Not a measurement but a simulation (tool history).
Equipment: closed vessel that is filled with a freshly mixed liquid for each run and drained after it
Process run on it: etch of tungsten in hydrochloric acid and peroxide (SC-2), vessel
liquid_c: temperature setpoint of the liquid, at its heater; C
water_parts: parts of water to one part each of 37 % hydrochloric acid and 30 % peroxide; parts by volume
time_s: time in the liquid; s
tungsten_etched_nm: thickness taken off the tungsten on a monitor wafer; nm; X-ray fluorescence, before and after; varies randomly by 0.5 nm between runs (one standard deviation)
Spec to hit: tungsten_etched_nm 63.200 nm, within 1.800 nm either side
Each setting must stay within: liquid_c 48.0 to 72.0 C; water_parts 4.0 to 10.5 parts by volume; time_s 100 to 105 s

run,hour,liquid_c,water_parts,time_s,tungsten_etched_nm
1,0.0,64.0,5.5,100,73.108
2,5.8,64.0,4.0,100,92.295
3,12.6,64.0,4.0,100,93.474
4,17.5,63.0,4.0,100,87.043
5,18.3,63.0,4.0,100,87.935
6,21.2,63.0,4.0,100,87.052
7,29.9,62.5,4.0,100,84.916
8,30.7,62.0,4.0,100,81.953
9,36.7,61.5,4.0,100,78.278
10,38.9,61.0,4.0,100,76.567
11,40.7,60.5,4.0,100,74.440
12,46.2,60.0,4.0,100,71.902
13,53.0,59.5,4.0,100,69.418

5 candidate next runs follow, results not yet known. Just one meets every target within its allowed miss. Identify it.
A,59.8,63.5,5.0,100,?
B,59.8,63.5,5.0,105,?
C,59.8,60.5,5.0,100,?
D,59.8,59.0,4.0,100,?
E,59.8,61.0,5.0,105,?

move,tungsten_etched_nm
A,77.395
B,81.265
C,64.261
D,68.229
E,69.615
A: moves away from the targets compared with the last run
B: moves away from the targets compared with the last run
C: every result lands within tolerance
D: nearer the targets than the last run, but a result is still out of spec
E: roughly where the last run was
Answer: C

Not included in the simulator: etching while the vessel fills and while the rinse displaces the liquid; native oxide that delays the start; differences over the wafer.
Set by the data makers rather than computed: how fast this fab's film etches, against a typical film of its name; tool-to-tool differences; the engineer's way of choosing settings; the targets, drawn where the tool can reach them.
